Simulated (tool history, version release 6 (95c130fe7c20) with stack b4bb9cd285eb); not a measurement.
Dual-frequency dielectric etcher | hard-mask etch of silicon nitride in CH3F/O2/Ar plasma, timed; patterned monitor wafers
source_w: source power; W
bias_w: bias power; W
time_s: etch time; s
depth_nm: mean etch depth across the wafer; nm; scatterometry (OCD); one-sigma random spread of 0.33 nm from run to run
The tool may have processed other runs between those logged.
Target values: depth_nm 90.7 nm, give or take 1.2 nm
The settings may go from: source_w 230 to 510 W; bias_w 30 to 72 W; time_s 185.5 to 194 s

{"run": 1, "hour": 0.0, "source_w": 370, "bias_w": 51, "time_s": 185.5, "depth_nm": 120.22}
{"run": 2, "hour": 1.3, "source_w": 370, "bias_w": 54, "time_s": 185.5, "depth_nm": 122.62}
{"run": 3, "hour": 8.6, "source_w": 330, "bias_w": 47, "time_s": 185.5, "depth_nm": 109.94}
{"run": 4, "hour": 17.1, "source_w": 390, "bias_w": 47, "time_s": 185.5, "depth_nm": 120.61}
{"run": 5, "hour": 26.0, "source_w": 390, "bias_w": 47, "time_s": 194, "depth_nm": 126.7}
{"run": 6, "hour": 32.0, "source_w": 390, "bias_w": 41, "time_s": 194, "depth_nm": 120.41}
{"run": 7, "hour": 40.4, "source_w": 350, "bias_w": 38, "time_s": 194, "depth_nm": 111.06}
{"run": 8, "hour": 49.0, "source_w": 320, "bias_w": 37, "time_s": 194, "depth_nm": 104.6}
{"run": 9, "hour": 53.6, "source_w": 250, "bias_w": 35, "time_s": 194, "depth_nm": 88.713}

Exactly one of the 4 candidate moves below puts every result within its allowed miss. Which one?
{"run": "A", "hour": 58.2, "source_w": 240, "bias_w": 37, "time_s": 194, "depth_nm": "?"}
{"run": "B", "hour": 58.2, "source_w": 260, "bias_w": 31, "time_s": 193.5, "depth_nm": "?"}
{"run": "C", "hour": 58.2, "source_w": 250, "bias_w": 37, "time_s": 194, "depth_nm": "?"}
{"run": "D", "hour": 58.2, "source_w": 240, "bias_w": 36, "time_s": 194, "depth_nm": "?"}

move=A depth_nm=88.268
move=B depth_nm=87.729
move=C depth_nm=90.67
move=D depth_nm=87.487
A: its largest miss is bigger than the last run's
B: its largest miss is bigger than the last run's
C: every result lands within tolerance
D: its largest miss is bigger than the last run's
The move that meets every target is C.

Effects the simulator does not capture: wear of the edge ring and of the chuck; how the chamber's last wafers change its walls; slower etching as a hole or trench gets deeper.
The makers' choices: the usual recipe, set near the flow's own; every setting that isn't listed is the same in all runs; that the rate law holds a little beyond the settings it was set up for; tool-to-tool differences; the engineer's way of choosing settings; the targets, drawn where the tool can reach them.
